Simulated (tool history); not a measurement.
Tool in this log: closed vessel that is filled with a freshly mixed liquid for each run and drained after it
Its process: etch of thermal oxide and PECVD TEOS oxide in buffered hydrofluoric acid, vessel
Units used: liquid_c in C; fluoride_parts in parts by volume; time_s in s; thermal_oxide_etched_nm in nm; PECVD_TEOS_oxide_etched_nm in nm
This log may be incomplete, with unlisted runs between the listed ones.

{"run": 1, "hour": 0.0, "liquid_c": 23.0, "fluoride_parts": 23.5, "time_s": 95, "thermal_oxide_etched_nm": 47.484, "PECVD_TEOS_oxide_etched_nm": 113.53}
{"run": 2, "hour": 1.1, "liquid_c": 24.5, "fluoride_parts": 23.5, "time_s": 95, "thermal_oxide_etched_nm": 51.924, "PECVD_TEOS_oxide_etched_nm": 124.34}
{"run": 3, "hour": 5.0, "liquid_c": 28.0, "fluoride_parts": 23.5, "time_s": 95, "thermal_oxide_etched_nm": 62.346, "PECVD_TEOS_oxide_etched_nm": 149.29}
{"run": 4, "hour": 6.5, "liquid_c": 28.5, "fluoride_parts": 20.5, "time_s": 100, "thermal_oxide_etched_nm": 74.658, "PECVD_TEOS_oxide_etched_nm": 177.26}
{"run": 5, "hour": 12.9, "liquid_c": 29.0, "fluoride_parts": 18.0, "time_s": 105, "thermal_oxide_etched_nm": 90.049, "PECVD_TEOS_oxide_etched_nm": 214.69}
{"run": 6, "hour": 20.5, "liquid_c": 29.0, "fluoride_parts": 18.0, "time_s": 125, "thermal_oxide_etched_nm": 107.48, "PECVD_TEOS_oxide_etched_nm": 255.98}
{"run": 7, "hour": 25.3, "liquid_c": 29.5, "fluoride_parts": 17.0, "time_s": 125, "thermal_oxide_etched_nm": 116.9, "PECVD_TEOS_oxide_etched_nm": 280.08}
{"run": 8, "hour": 32.8, "liquid_c": 30.0, "fluoride_parts": 16.5, "time_s": 125, "thermal_oxide_etched_nm": 124.09, "PECVD_TEOS_oxide_etched_nm": 295.22}
{"run": 9, "hour": 38.0, "liquid_c": 30.0, "fluoride_parts": 16.0, "time_s": 125, "thermal_oxide_etched_nm": 127.63, "PECVD_TEOS_oxide_etched_nm": 303.82}
{"run": 10, "hour": 43.5, "liquid_c": 30.0, "fluoride_parts": 15.5, "time_s": 125, "thermal_oxide_etched_nm": 130.96, "PECVD_TEOS_oxide_etched_nm": 315.61}

Run 11 is up next; what results do you expect?
{"run": 11, "hour": 49.0, "liquid_c": 30.5, "fluoride_parts": 15.0, "time_s": 125, "thermal_oxide_etched_nm": "?", "PECVD_TEOS_oxide_etched_nm": "?"}

thermal_oxide_etched_nm: 138.390 nm
PECVD_TEOS_oxide_etched_nm: 334.82 nm

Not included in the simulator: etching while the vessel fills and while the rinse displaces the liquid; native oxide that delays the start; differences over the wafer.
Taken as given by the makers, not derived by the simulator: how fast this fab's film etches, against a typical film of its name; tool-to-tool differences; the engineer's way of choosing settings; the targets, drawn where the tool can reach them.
